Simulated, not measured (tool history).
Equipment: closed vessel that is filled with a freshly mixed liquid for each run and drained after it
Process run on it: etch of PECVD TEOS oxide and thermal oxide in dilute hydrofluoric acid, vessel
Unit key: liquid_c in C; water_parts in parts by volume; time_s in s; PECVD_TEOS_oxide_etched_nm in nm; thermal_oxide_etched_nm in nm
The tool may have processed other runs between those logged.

| run | hour | liquid_c | water_parts | time_s | PECVD_TEOS_oxide_etched_nm | thermal_oxide_etched_nm |
|---|---|---|---|---|---|---|
| 1 | 0.0 | 26.0 | 145 | 170 | 32.012 | 5.2029 |
| 2 | 2.3 | 26.0 | 145 | 210 | 39.709 | 6.4601 |
| 3 | 9.2 | 26.0 | 145 | 255 | 48.238 | 7.7685 |
| 4 | 14.4 | 26.0 | 100 | 255 | 73.789 | 12.0310 |
|  | 20.7 | hydrofluoric acid flow meter replaced |
| 5 | 20.7 | 24.0 | 120 | 255 | 63.127 | 10.2610 |
| 6 | 28.0 | 27.0 | 120 | 255 | 71.016 | 11.5400 |

What will run 7 give?
| 7 | 29.0 | 24.5 | 130 | 255 | ? | ? |

{"run 7": {"PECVD_TEOS_oxide_etched_nm": 59.015, "thermal_oxide_etched_nm": 9.5151}}
